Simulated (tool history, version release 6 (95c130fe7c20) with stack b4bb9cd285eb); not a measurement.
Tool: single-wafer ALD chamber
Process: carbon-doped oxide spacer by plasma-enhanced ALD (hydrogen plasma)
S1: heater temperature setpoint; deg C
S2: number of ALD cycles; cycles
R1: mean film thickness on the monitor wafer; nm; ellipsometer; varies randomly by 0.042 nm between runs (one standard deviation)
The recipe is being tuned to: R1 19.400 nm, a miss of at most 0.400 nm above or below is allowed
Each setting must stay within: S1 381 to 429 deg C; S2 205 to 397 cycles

run 1 hour=0.0 | S1=405 S2=301 | R1=16.844
run 2 hour=8.9 | S1=404 S2=305 | R1=17.120
run 3 hour=13.9 | S1=409 S2=305 | R1=16.882
run 4 hour=18.9 | S1=409 S2=331 | R1=18.377
run 5 hour=23.4 | S1=417 S2=331 | R1=17.997
run 6 hour=27.4 | S1=416 S2=333 | R1=18.074
-- hour=33.5 thermocouple changed; heater temperature recalibrated
run 7 hour=33.5 | S1=415 S2=335 | R1=18.075
run 8 hour=39.8 | S1=414 S2=337 | R1=18.278
run 9 hour=44.4 | S1=413 S2=339 | R1=18.402
run 10 hour=48.3 | S1=412 S2=341 | R1=18.647
run 11 hour=56.1 | S1=411 S2=342 | R1=18.607

Below are 4 possible settings for the next run. Only one of them brings all results inside the allowed miss of their targets. Which is it?
run A hour=63.9 | S1=411 S2=324 | R1=?
run B hour=63.9 | S1=411 S2=321 | R1=?
run C hour=63.9 | S1=404 S2=347 | R1=?
run D hour=63.9 | S1=423 S2=330 | R1=?

move=A R1=17.658
move=B R1=17.495
move=C R1=19.272
move=D R1=17.397
A: lands further from the targets than the last run did
B: lands further from the targets than the last run did
C: all results land within tolerance of their targets
D: lands further from the targets than the last run did
C is the move that brings every result within its allowed miss.

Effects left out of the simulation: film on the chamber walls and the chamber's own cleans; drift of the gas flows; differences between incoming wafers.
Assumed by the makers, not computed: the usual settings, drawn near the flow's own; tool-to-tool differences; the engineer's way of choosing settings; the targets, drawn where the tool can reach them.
